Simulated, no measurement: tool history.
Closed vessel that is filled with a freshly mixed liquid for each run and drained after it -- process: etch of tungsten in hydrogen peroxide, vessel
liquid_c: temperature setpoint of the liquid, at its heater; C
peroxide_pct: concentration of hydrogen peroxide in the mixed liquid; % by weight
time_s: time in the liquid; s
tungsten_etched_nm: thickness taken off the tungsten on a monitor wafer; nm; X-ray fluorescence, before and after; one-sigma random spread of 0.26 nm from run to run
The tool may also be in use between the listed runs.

run	hour	liquid_c	peroxide_pct	time_s	tungsten_etched_nm
1	0.0	53.0	16.0	30	43.557
2	8.9	58.5	16.0	30	60.305
3	10.9	58.5	14.5	30	57.663
4	17.1	58.5	16.0	30	59.351
5	18.3	58.5	16.0	30	59.480
6	27.3	58.5	13.0	30	53.402
7	30.8	56.5	13.0	30	47.925
8	38.1	55.0	13.0	30	43.935
9	44.2	54.0	13.0	30	41.520
10	46.7	53.0	13.0	30	38.734
11	48.5	52.5	13.0	30	37.949

Run 12 is up next; what results do you expect?
12	56.5	52.0	13.0	30	?

{"run 12": {"tungsten_etched_nm": 36.794}}

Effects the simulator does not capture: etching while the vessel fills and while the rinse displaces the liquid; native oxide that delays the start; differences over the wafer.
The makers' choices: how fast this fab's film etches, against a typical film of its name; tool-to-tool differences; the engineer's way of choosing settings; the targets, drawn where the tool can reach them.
